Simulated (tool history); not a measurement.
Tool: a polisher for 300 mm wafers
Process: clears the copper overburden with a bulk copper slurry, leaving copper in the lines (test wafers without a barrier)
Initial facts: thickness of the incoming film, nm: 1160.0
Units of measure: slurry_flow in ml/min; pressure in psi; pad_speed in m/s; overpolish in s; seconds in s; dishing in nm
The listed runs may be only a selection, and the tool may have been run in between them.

| run | hour | slurry_flow | pressure | pad_speed | slurry_solids | overpolish | seconds | dishing |
|---|---|---|---|---|---|---|---|---|
| 1 | 0.0 | 180 | 2.9 | 1.18 | 1.00 | 22 | 102.21 | 78.880 |
| 2 | 5.4 | 180 | 2.6 | 1.14 | 1.00 | 19 | 117.48 | 68.566 |
| 3 | 10.4 | 190 | 2.3 | 1.08 | 1.05 | 17 | 136.15 | 58.492 |
| 4 | 16.3 | 210 | 2.1 | 1.02 | 1.15 | 15 | 147.14 | 51.035 |
| 5 | 20.6 | 210 | 2.1 | 1.24 | 1.15 | 15 | 129.52 | 55.653 |
| 6 | 23.5 | 225 | 1.9 | 1.16 | 1.20 | 13 | 149.49 | 47.953 |
| 7 | 31.0 | 275 | 1.3 | 0.94 | 1.45 | 7 | 232.14 | 20.535 |
| 8 | 34.4 | 265 | 1.8 | 0.96 | 1.45 | 7 | 164.54 | 28.175 |

What will run 9 give?
| 9 | 39.5 | 265 | 1.7 | 0.96 | 1.45 | 7 | ? | ? |

{"run 9": {"seconds": 176.18, "dishing": 26.973}}
